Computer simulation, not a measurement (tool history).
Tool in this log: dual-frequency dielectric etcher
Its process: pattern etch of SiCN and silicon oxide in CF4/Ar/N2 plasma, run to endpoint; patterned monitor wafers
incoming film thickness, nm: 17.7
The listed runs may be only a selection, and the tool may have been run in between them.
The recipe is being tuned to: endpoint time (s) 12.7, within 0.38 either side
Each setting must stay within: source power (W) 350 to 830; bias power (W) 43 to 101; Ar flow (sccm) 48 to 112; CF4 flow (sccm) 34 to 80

run 1 hour=0 | source_power_(W)=590 bias_power_(W)=72 Ar_flow_(sccm)=80 CF4_flow_(sccm)=57 | endpoint_time_(s)=15.5
run 2 hour=4.3 | source_power_(W)=590 bias_power_(W)=72 Ar_flow_(sccm)=80 CF4_flow_(sccm)=49 | endpoint_time_(s)=15.663
run 3 hour=8.4 | source_power_(W)=590 bias_power_(W)=83 Ar_flow_(sccm)=80 CF4_flow_(sccm)=49 | endpoint_time_(s)=14.62
run 4 hour=16.3 | source_power_(W)=620 bias_power_(W)=83 Ar_flow_(sccm)=80 CF4_flow_(sccm)=49 | endpoint_time_(s)=13.941
run 5 hour=20.9 | source_power_(W)=620 bias_power_(W)=83 Ar_flow_(sccm)=80 CF4_flow_(sccm)=40 | endpoint_time_(s)=14.406
run 6 hour=29.4 | source_power_(W)=640 bias_power_(W)=83 Ar_flow_(sccm)=80 CF4_flow_(sccm)=40 | endpoint_time_(s)=13.967
run 7 hour=33.7 | source_power_(W)=640 bias_power_(W)=83 Ar_flow_(sccm)=80 CF4_flow_(sccm)=40 | endpoint_time_(s)=13.949
run 8 hour=35.8 | source_power_(W)=660 bias_power_(W)=83 Ar_flow_(sccm)=80 CF4_flow_(sccm)=40 | endpoint_time_(s)=13.502

Of the 4 settings listed for the next run, only one would bring every result within its allowed miss of target. Which one?
run A hour=37.9 | source_power_(W)=650 bias_power_(W)=82 Ar_flow_(sccm)=97 CF4_flow_(sccm)=38 | endpoint_time_(s)=?
run B hour=37.9 | source_power_(W)=670 bias_power_(W)=78 Ar_flow_(sccm)=76 CF4_flow_(sccm)=39 | endpoint_time_(s)=?
run C hour=37.9 | source_power_(W)=730 bias_power_(W)=71 Ar_flow_(sccm)=65 CF4_flow_(sccm)=43 | endpoint_time_(s)=?
run D hour=37.9 | source_power_(W)=630 bias_power_(W)=81 Ar_flow_(sccm)=77 CF4_flow_(sccm)=37 | endpoint_time_(s)=?

move=A endpoint_time_(s)=14.33
move=B endpoint_time_(s)=13.624
move=C endpoint_time_(s)=12.527
move=D endpoint_time_(s)=14.4
A: further off than the last run
B: further off than the last run
C: every result lands within tolerance
D: further off than the last run
Go with C: it meets all targets.
